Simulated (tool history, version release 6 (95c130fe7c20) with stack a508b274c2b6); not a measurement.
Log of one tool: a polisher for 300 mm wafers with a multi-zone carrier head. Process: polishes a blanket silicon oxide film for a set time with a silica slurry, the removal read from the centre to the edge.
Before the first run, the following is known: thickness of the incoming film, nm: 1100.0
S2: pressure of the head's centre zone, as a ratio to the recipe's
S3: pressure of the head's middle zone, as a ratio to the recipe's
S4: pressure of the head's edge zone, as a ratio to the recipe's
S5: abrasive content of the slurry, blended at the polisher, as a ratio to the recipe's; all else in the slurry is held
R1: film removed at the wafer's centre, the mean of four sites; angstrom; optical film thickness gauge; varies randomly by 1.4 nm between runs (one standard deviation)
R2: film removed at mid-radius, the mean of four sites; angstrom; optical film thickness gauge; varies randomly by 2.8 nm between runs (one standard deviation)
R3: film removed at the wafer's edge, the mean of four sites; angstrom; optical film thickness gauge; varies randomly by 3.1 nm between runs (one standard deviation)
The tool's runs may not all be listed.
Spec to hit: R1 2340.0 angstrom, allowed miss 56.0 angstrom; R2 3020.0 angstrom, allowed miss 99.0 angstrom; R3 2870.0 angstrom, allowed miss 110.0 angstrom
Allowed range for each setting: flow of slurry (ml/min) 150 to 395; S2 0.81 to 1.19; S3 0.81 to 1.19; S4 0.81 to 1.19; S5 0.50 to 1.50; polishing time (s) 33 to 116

Run 1, hour 0.0: flow of slurry (ml/min) 250, S2 1.00, S3 1.00, S4 1.00, S5 1.00, polishing time (s) 74. Result: R1 1976.8 angstrom, R2 2024.8 angstrom, R3 1952.9 angstrom.
Run 2, hour 8.4: flow of slurry (ml/min) 250, S2 0.98, S3 1.02, S4 1.02, S5 1.05, polishing time (s) 75. Result: R1 2005.6 angstrom, R2 2066.1 angstrom, R3 2062.0 angstrom.
Run 3, hour 11.7: flow of slurry (ml/min) 250, S2 0.96, S3 1.04, S4 1.01, S5 1.10, polishing time (s) 76. Result: R1 1988.1 angstrom, R2 2127.0 angstrom, R3 2069.1 angstrom.
Run 4, hour 16.2: flow of slurry (ml/min) 255, S2 0.94, S3 1.06, S4 1.01, S5 1.15, polishing time (s) 78. Result: R1 2079.6 angstrom, R2 2276.6 angstrom, R3 2200.9 angstrom.
Run 5, hour 20.2: flow of slurry (ml/min) 260, S2 0.92, S3 1.08, S4 1.02, S5 1.20, polishing time (s) 79. Result: R1 2074.5 angstrom, R2 2376.5 angstrom, R3 2237.1 angstrom.
Run 6, hour 22.1: flow of slurry (ml/min) 260, S2 0.92, S3 1.08, S4 1.02, S5 1.30, polishing time (s) 79. Result: R1 2147.7 angstrom, R2 2447.0 angstrom, R3 2340.5 angstrom.
Run 7, hour 22.9: flow of slurry (ml/min) 265, S2 0.91, S3 1.09, S4 1.04, S5 1.35, polishing time (s) 80. Result: R1 2134.0 angstrom, R2 2567.5 angstrom, R3 2407.5 angstrom.
Run 8, hour 31.3: flow of slurry (ml/min) 265, S2 0.91, S3 1.09, S4 1.04, S5 1.35, polishing time (s) 80. Result: R1 2165.9 angstrom, R2 2557.4 angstrom, R3 2385.7 angstrom.
Run 9, hour 34.2: flow of slurry (ml/min) 260, S2 0.90, S3 1.09, S4 1.05, S5 1.35, polishing time (s) 81. Result: R1 2147.6 angstrom, R2 2619.7 angstrom, R3 2440.5 angstrom.
Run 10, hour 39.4: flow of slurry (ml/min) 265, S2 0.90, S3 1.09, S4 1.07, S5 1.35, polishing time (s) 82. Result: R1 2203.4 angstrom, R2 2603.2 angstrom, R3 2481.3 angstrom.
Run 11, hour 46.0: flow of slurry (ml/min) 265, S2 0.89, S3 1.09, S4 1.08, S5 1.35, polishing time (s) 83. Result: R1 2208.6 angstrom, R2 2656.6 angstrom, R3 2497.7 angstrom.
Run 12, hour 46.5: flow of slurry (ml/min) 260, S2 0.88, S3 1.09, S4 1.08, S5 1.35, polishing time (s) 84. Result: R1 2176.6 angstrom, R2 2717.9 angstrom, R3 2562.0 angstrom.
Run 13, hour 55.2: flow of slurry (ml/min) 260, S2 0.88, S3 1.09, S4 1.09, S5 1.35, polishing time (s) 85. Result: R1 2212.8 angstrom, R2 2701.4 angstrom, R3 2587.1 angstrom.
Run 14, hour 64.1: flow of slurry (ml/min) 260, S2 0.88, S3 1.09, S4 1.10, S5 1.35, polishing time (s) 85. Result: R1 2207.9 angstrom, R2 2690.0 angstrom, R3 2617.9 angstrom.
Run 15, hour 67.8: flow of slurry (ml/min) 265, S2 0.88, S3 1.10, S4 1.11, S5 1.35, polishing time (s) 85. Result: R1 2229.5 angstrom, R2 2778.8 angstrom, R3 2657.9 angstrom.
Run 16, hour 70.6: flow of slurry (ml/min) 335, S2 0.88, S3 1.13, S4 1.19, S5 1.35, polishing time (s) 85. Result: R1 2265.1 angstrom, R2 2886.3 angstrom, R3 2803.4 angstrom.
Run 17, hour 76.5: flow of slurry (ml/min) 340, S2 0.88, S3 1.13, S4 1.19, S5 1.35, polishing time (s) 85. Result: R1 2282.2 angstrom, R2 2842.6 angstrom, R3 2751.5 angstrom.
Run 18, hour 81.4: flow of slurry (ml/min) 330, S2 0.87, S3 1.14, S4 1.19, S5 1.40, polishing time (s) 85. Result: R1 2261.7 angstrom, R2 2943.3 angstrom, R3 2729.6 angstrom.

Consider the 5 candidate settings below. Which is the only one whose results all fall within their allowed miss of target?
Run A, hour 86.3: flow of slurry (ml/min) 335, S2 0.94, S3 1.11, S4 1.17, S5 1.30, polishing time (s) 85. Result: R1 ?, R2 ?, R3 ?.
Run B, hour 86.3: flow of slurry (ml/min) 365, S2 0.90, S3 1.08, S4 1.19, S5 1.40, polishing time (s) 85. Result: R1 ?, R2 ?, R3 ?.
Run C, hour 86.3: flow of slurry (ml/min) 320, S2 0.86, S3 1.10, S4 1.19, S5 1.40, polishing time (s) 84. Result: R1 ?, R2 ?, R3 ?.
Run D, hour 86.3: flow of slurry (ml/min) 345, S2 0.88, S3 1.07, S4 1.12, S5 1.30, polishing time (s) 89. Result: R1 ?, R2 ?, R3 ?.
Run E, hour 86.3: flow of slurry (ml/min) 330, S2 0.87, S3 1.14, S4 1.18, S5 1.50, polishing time (s) 86. Result: R1 ?, R2 ?, R3 ?.

move      R1      R2      R3
   A  2401.3  2755.3  2692.0
   B  2372.1  2777.1  2798.7
   C  2214.3  2760.0  2743.5
   D  2357.8  2803.3  2762.2
   E  2352.4  2986.7  2863.3
A: the result that was furthest off in the last run now lies on the other side of its target
B: meets the target for the result that was furthest off, but another lies outside its allowed miss
C: its largest miss is bigger than the last run's
D: meets the target for the result that was furthest off, but another lies outside its allowed miss
E: in spec on every target
So the answer is move E, the one that meets all the targets.

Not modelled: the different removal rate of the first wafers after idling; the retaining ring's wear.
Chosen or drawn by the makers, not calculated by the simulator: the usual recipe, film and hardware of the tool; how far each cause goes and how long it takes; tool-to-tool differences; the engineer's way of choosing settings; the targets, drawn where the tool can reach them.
